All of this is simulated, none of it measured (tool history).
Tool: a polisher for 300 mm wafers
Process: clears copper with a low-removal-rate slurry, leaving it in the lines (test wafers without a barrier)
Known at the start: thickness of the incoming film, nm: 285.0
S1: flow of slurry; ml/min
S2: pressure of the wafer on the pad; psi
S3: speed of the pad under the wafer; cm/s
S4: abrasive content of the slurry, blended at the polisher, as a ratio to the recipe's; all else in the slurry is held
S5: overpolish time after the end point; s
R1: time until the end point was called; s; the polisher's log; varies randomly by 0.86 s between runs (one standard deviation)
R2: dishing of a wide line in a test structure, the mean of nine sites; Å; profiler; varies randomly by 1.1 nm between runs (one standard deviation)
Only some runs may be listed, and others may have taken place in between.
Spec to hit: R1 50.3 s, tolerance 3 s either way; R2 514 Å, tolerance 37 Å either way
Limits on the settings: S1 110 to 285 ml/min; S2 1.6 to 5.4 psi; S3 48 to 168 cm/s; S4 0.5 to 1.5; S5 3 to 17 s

| run | day | S1 | S2 | S3 | S4 | S5 | R1 | R2 |
|---|---|---|---|---|---|---|---|---|
| 1 | 0 | 180 | 3.5 | 108 | 1 | 9 | 67.893 | 281.21 |
| 2 | 0.025 | 180 | 3.5 | 108 | 1.15 | 9 | 67.369 | 283.64 |
| 3 | 0.088 | 180 | 3.5 | 108 | 1.05 | 9 | 68.118 | 295.25 |
| 4 | 0.125 | 180 | 3.5 | 132 | 1.05 | 9 | 55.854 | 333.88 |
| 5 | 0.192 | 180 | 3.6 | 132 | 1.05 | 10 | 54.204 | 395.06 |
| 6 | 0.3 | 180 | 3.6 | 132 | 1.05 | 12 | 56.465 | 434.91 |
| 7 | 0.625 | 180 | 3.7 | 132 | 1.05 | 12 | 53.771 | 438.02 |
| 8 | 0.658 | 180 | 3.8 | 132 | 1.05 | 12 | 51.563 | 458.34 |

Which of these 5 next moves meets every target?
| A | 0.692 | 170 | 3.8 | 140 | 1.05 | 13 | ? | ? |
| B | 0.692 | 180 | 4.7 | 128 | 1.05 | 13 | ? | ? |
| C | 0.692 | 185 | 4.6 | 136 | 0.85 | 11 | ? | ? |
| D | 0.692 | 140 | 4.3 | 100 | 1.2 | 15 | ? | ? |
| E | 0.692 | 235 | 4.7 | 132 | 0.85 | 11 | ? | ? |

| move | R1 | R2 |
|---|---|---|
| A | 48.842 | 513.11 |
| B | 42.62 | 578.74 |
| C | 42.945 | 502.18 |
| D | 58.794 | 498.96 |
| E | 41.81 | 513.83 |
A: all results in spec
B: carries the result that was furthest off beyond its target, to the other side
C: brings the result that was furthest off to its target, and leaves another outside
D: brings the result that was furthest off to its target, and leaves another outside
E: brings the result that was furthest off to its target, and leaves another outside
Answer: A

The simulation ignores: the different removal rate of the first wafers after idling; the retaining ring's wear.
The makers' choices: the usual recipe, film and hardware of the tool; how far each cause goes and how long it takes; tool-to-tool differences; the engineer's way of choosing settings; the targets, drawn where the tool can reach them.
